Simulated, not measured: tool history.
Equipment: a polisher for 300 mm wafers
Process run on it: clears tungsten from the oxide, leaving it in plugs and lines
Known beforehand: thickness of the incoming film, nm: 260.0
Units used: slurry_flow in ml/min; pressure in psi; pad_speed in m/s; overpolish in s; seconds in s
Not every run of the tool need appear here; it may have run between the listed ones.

| run | day | slurry_flow | pressure | pad_speed | slurry_solids | overpolish | seconds |
|---|---|---|---|---|---|---|---|
| 1 | 0.000 | 270 | 3.8 | 1.42 | 1.0 | 18 | 53.675 |
| 2 | 0.150 | 270 | 4.3 | 1.48 | 1.0 | 18 | 46.755 |
| 3 | 0.475 | 270 | 3.4 | 1.48 | 1.0 | 18 | 56.606 |
| 4 | 0.850 | 270 | 3.4 | 1.28 | 1.0 | 18 | 66.216 |
| 5 | 1.004 | 270 | 3.4 | 1.28 | 0.9 | 18 | 67.128 |
| 6 | 1.246 | 270 | 3.4 | 1.28 | 1.0 | 18 | 68.179 |
|  | 1.362 | slurry tank refilled with fresh slurry and peroxide |
| 7 | 1.362 | 270 | 4.0 | 1.40 | 1.0 | 18 | 45.632 |
| 8 | 1.700 | 270 | 5.0 | 1.44 | 1.0 | 18 | 37.175 |

Run 9 has not been measured yet. What should we expect?
| 9 | 2.067 | 270 | 5.2 | 1.48 | 1.0 | 18 | ? |

Run 9 measured seconds 34.047 s.
